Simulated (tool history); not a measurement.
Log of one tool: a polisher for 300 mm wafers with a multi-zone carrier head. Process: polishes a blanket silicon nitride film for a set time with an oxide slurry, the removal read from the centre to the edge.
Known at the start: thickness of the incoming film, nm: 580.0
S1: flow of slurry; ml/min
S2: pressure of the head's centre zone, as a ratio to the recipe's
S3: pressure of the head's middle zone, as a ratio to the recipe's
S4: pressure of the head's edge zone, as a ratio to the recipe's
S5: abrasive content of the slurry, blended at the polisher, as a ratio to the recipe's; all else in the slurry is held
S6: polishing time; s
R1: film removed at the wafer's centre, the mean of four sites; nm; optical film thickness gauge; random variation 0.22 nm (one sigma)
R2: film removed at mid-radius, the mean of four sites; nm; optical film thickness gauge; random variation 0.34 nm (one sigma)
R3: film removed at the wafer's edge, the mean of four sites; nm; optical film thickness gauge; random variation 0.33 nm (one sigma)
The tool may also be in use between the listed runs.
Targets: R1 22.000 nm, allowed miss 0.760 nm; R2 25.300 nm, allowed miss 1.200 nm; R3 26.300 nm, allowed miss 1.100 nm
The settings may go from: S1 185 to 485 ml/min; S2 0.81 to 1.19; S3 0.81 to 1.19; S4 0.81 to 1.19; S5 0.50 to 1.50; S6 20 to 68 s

run,hour,S1,S2,S3,S4,S5,S6,R1,R2,R3
1,0.0,310,1.00,1.00,1.00,1.00,44,32.949,31.469,32.274
2,7.6,310,0.98,1.00,1.00,0.95,44,31.325,31.005,32.122
3,13.4,310,0.97,1.00,0.99,0.90,44,30.720,30.740,30.953
4,15.4,310,0.95,0.99,0.99,0.85,44,29.720,29.116,30.493
5,17.8,310,0.95,0.99,0.99,0.85,50,33.578,33.539,35.395
6,21.6,310,0.95,0.99,0.99,1.00,50,34.960,35.836,36.282
7,22.9,290,0.85,1.04,0.90,0.75,41,23.275,27.359,26.225
8,27.3,290,0.85,1.04,0.90,0.75,41,22.744,27.260,25.636
9,32.5,290,0.85,1.03,0.90,0.75,41,22.901,26.597,26.021

4 next moves are on the table. One of them brings every result within its allowed miss. Which?
A,37.7,310,0.91,1.15,0.81,0.70,41,?,?,?
B,37.7,310,0.83,1.12,0.86,0.80,40,?,?,?
C,37.7,305,0.83,0.98,0.98,0.75,40,?,?,?
D,37.7,260,0.83,1.11,0.88,0.65,44,?,?,?

move,R1,R2,R3
A,24.036,28.627,23.541
B,22.587,29.004,24.937
C,21.929,25.783,25.796
D,22.213,28.426,24.989
A: further off than the last run
B: brings the result that was furthest off to its target, and leaves another outside
C: meets every target
D: brings the result that was furthest off to its target, and leaves another outside
The right move is C.
